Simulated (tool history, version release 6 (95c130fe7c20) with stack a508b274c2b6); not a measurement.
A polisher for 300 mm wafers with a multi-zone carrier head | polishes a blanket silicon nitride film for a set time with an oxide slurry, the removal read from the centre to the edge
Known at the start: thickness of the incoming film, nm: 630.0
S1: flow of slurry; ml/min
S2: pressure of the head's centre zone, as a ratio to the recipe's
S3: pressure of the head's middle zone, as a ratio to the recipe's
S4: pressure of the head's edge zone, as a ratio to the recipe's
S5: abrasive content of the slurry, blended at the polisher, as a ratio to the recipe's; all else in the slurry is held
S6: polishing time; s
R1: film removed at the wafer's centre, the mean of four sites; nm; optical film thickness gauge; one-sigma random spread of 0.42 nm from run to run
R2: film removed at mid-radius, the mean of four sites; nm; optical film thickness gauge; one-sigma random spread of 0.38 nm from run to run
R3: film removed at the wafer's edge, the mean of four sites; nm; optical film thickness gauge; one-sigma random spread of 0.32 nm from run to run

{"run": 1, "hour": 0.0, "S1": 155, "S2": 1, "S3": 1, "S4": 1, "S5": 1, "S6": 74, "R1": 61.722, "R2": 61.407, "R3": 59.828}
{"run": 2, "hour": 5.2, "S1": 150, "S2": 0.95, "S3": 1.03, "S4": 0.95, "S5": 0.85, "S6": 72, "R1": 52.644, "R2": 56.764, "R3": 52.03}
{"run": 3, "hour": 7.2, "S1": 140, "S2": 0.91, "S3": 1.04, "S4": 0.91, "S5": 0.75, "S6": 72, "R1": 45.141, "R2": 52.322, "R3": 47.143}
{"run": 4, "hour": 10.3, "S1": 135, "S2": 0.9, "S3": 1.06, "S4": 0.88, "S5": 0.7, "S6": 72, "R1": 42.963, "R2": 51.519, "R3": 44.711}
{"run": 5, "hour": 13.7, "S1": 135, "S2": 0.99, "S3": 1.06, "S4": 0.88, "S5": 0.7, "S6": 72, "R1": 47.987, "R2": 51.543, "R3": 44.752}
{"run": 6, "hour": 19.5, "S1": 135, "S2": 0.99, "S3": 1.06, "S4": 0.88, "S5": 0.9, "S6": 72, "R1": 55.418, "R2": 59.078, "R3": 51.657}
{"run": 7, "hour": 27.1, "S1": 135, "S2": 0.95, "S3": 1.07, "S4": 0.87, "S5": 0.8, "S6": 72, "R1": 49.774, "R2": 55.729, "R3": 47.906}

Estimate the outcome of run 8 from the log above:
{"run": 8, "hour": 29.2, "S1": 130, "S2": 0.92, "S3": 1.08, "S4": 0.86, "S5": 0.75, "S6": 72, "R1": "?", "R2": "?", "R3": "?"}

R1: 46.129 nm
R2: 53.038 nm
R3: 45.978 nm

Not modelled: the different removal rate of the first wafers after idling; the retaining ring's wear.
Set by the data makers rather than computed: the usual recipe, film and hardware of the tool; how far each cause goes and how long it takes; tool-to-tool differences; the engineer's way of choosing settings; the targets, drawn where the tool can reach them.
